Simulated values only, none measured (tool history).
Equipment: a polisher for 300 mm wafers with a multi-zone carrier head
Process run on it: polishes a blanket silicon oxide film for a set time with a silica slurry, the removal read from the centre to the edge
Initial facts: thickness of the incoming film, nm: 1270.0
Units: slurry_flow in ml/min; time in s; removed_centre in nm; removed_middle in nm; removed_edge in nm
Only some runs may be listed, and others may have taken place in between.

run	hour	slurry_flow	centre_zone	middle_zone	edge_zone	slurry_solids	time	removed_centre	removed_middle	removed_edge
1	0.0	215	1.00	1.00	1.00	1.00	41	116.330	111.900	116.820
2	6.9	210	0.97	0.99	0.97	0.90	41	105.320	105.870	108.750
3	15.3	210	0.97	0.95	0.97	0.90	41	106.270	103.670	108.950
4	20.7	205	0.95	0.94	0.95	0.85	41	100.530	98.941	104.680
5	21.5	200	0.93	0.94	0.93	0.80	41	93.126	94.977	99.266
6	26.7	200	0.99	0.94	0.93	0.80	41	102.380	95.868	98.240
7	34.7	190	0.96	0.93	0.91	0.80	41	95.559	94.027	100.360
8	39.5	195	0.94	0.93	0.90	0.75	41	91.007	91.234	94.861
9	40.8	195	0.93	0.93	0.89	0.75	41	89.356	90.586	95.339
10	44.6	195	0.92	0.94	0.88	0.70	41	88.264	88.787	93.025
11	50.0	190	0.91	0.95	0.87	0.70	41	84.563	90.640	90.336
12	58.0	185	0.91	0.94	0.86	0.70	41	85.643	89.189	87.491
13	67.1	180	0.90	0.93	0.86	0.70	41	82.352	86.647	91.384
14	75.8	170	0.88	0.96	0.82	0.60	41	73.964	80.761	79.275
15	77.2	180	0.88	0.96	0.83	0.60	41	77.592	81.432	83.056
16	84.2	180	0.87	0.97	0.84	0.60	41	74.123	83.879	80.382
17	86.4	185	0.87	0.96	0.85	0.60	41	75.338	81.725	81.304

Run 18 has not been measured yet. What should we expect?
18	92.1	215	0.86	0.99	0.91	0.65	41	?	?	?

Run 18 measured removed_centre 81.102 nm, removed_middle 91.139 nm, removed_edge 90.588 nm.
